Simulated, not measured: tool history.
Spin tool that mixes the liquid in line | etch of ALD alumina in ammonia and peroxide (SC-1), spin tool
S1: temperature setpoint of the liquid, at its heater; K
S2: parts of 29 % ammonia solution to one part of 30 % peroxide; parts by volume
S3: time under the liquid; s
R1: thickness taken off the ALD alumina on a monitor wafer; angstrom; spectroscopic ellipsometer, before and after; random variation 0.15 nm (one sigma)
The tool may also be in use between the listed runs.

{"run": 1, "hour": 0.0, "S1": 329.15, "S2": 0.6, "S3": 305, "R1": 265.5}
{"run": 2, "hour": 6.5, "S1": 322.65, "S2": 0.6, "S3": 305, "R1": 187.53}
{"run": 3, "hour": 7.2, "S1": 322.65, "S2": 0.55, "S3": 305, "R1": 186.44}
{"run": 4, "hour": 10.4, "S1": 322.15, "S2": 0.55, "S3": 305, "R1": 180.47}
{"run": 5, "hour": 15.7, "S1": 321.65, "S2": 0.55, "S3": 305, "R1": 175.26}
{"run": 6, "hour": 19.4, "S1": 326.15, "S2": 0.55, "S3": 305, "R1": 227.07}
{"run": 7, "hour": 26.2, "S1": 326.15, "S2": 0.55, "S3": 305, "R1": 224.45}
{"run": 8, "hour": 31.7, "S1": 325.15, "S2": 0.55, "S3": 305, "R1": 207.35}
{"run": 9, "hour": 34.3, "S1": 324.15, "S2": 0.55, "S3": 305, "R1": 198.33}
{"run": 10, "hour": 42.3, "S1": 323.65, "S2": 0.55, "S3": 305, "R1": 193.6}

Run 11 comes next. What will it give?
{"run": 11, "hour": 43.3, "S1": 323.15, "S2": 0.55, "S3": 305, "R1": "?"}

Run 11 gave R1 190.42 angstrom.
